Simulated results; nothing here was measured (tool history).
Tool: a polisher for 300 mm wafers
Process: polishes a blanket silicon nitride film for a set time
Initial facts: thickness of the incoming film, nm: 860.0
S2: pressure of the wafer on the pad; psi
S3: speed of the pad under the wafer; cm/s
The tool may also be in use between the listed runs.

run 1 hour=0.0 | flow_of_slurry_(ml/min)=285 S2=2.5 S3=132 polishing_time_(s)=89 | film_removed_(angstrom)=1618.3
run 2 hour=3.6 | flow_of_slurry_(ml/min)=345 S2=2.5 S3=132 polishing_time_(s)=89 | film_removed_(angstrom)=1673.2
run 3 hour=4.6 | flow_of_slurry_(ml/min)=330 S2=2.3 S3=132 polishing_time_(s)=89 | film_removed_(angstrom)=1548.1
run 4 hour=7.7 | flow_of_slurry_(ml/min)=330 S2=2.3 S3=148 polishing_time_(s)=89 | film_removed_(angstrom)=1705.9
run 5 hour=8.9 | flow_of_slurry_(ml/min)=330 S2=2.3 S3=164 polishing_time_(s)=89 | film_removed_(angstrom)=1849.0
run 6 hour=16.8 | flow_of_slurry_(ml/min)=315 S2=2.0 S3=164 polishing_time_(s)=89 | film_removed_(angstrom)=1674.7
run 7 hour=22.6 | flow_of_slurry_(ml/min)=315 S2=1.3 S3=148 polishing_time_(s)=89 | film_removed_(angstrom)=1151.7

Run 8 comes next. What will it give?
run 8 hour=29.2 | flow_of_slurry_(ml/min)=315 S2=1.3 S3=148 polishing_time_(s)=89 | film_removed_(angstrom)=?

film removed (angstrom): 1161.7
